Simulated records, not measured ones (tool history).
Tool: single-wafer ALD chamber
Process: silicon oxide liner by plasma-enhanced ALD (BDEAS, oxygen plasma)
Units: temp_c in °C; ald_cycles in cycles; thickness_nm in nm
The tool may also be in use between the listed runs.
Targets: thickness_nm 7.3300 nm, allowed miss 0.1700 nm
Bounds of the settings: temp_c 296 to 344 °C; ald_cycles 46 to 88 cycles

run	hour	temp_c	ald_cycles	thickness_nm
1	0.0	320	67	6.2613
2	1.7	320	69	6.4696
3	3.7	320	63	5.8921
4	4.5	316	63	5.8921
5	5.7	316	65	6.0555
6	12.8	316	58	5.4459
7	20.4	316	61	5.7423
8	27.5	316	64	6.0272
9	29.7	316	66	6.2018
10	31.2	316	68	6.4365
11	38.4	316	69	6.5146
12	39.1	316	70	6.5893

5 next moves are on the table. One of them brings every result within its allowed miss. Which?
A	39.8	312	60	?
B	39.8	319	64	?
C	39.8	327	79	?
D	39.8	313	82	?
E	39.8	312	65	?

move	thickness_nm
A	5.6815
B	6.0023
C	7.3274
D	7.7541
E	6.1550
A: further off than the last run
B: further off than the last run
C: meets every target
D: takes the result that was furthest off past its target
E: further off than the last run
The right move is C.

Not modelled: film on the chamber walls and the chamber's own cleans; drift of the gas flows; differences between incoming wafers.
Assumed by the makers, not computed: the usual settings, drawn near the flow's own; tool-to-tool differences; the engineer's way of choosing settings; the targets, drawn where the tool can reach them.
